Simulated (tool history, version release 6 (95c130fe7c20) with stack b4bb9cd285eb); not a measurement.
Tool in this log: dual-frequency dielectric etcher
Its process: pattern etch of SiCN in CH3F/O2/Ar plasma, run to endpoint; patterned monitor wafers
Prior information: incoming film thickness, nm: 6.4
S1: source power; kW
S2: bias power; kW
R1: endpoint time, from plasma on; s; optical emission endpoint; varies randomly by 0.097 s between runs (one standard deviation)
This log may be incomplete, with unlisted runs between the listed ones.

Run 1, hour 0.0: S1 0.520 kW, S2 0.056 kW. Result: R1 15.419 s.
Run 2, hour 8.3: S1 0.550 kW, S2 0.057 kW. Result: R1 15.112 s.
Run 3, hour 9.8: S1 0.570 kW, S2 0.058 kW. Result: R1 14.958 s.
Run 4, hour 13.8: S1 0.520 kW, S2 0.058 kW. Result: R1 15.103 s.
Run 5, hour 22.7: S1 0.520 kW, S2 0.067 kW. Result: R1 14.749 s.
Run 6, hour 31.7: S1 0.540 kW, S2 0.069 kW. Result: R1 14.411 s.
Run 7, hour 32.6: S1 0.560 kW, S2 0.070 kW. Result: R1 14.208 s.

Run 8 has not been measured yet. What should we expect?
Run 8, hour 41.3: S1 0.570 kW, S2 0.071 kW. Result: R1 ?.

R1: 14.148 s
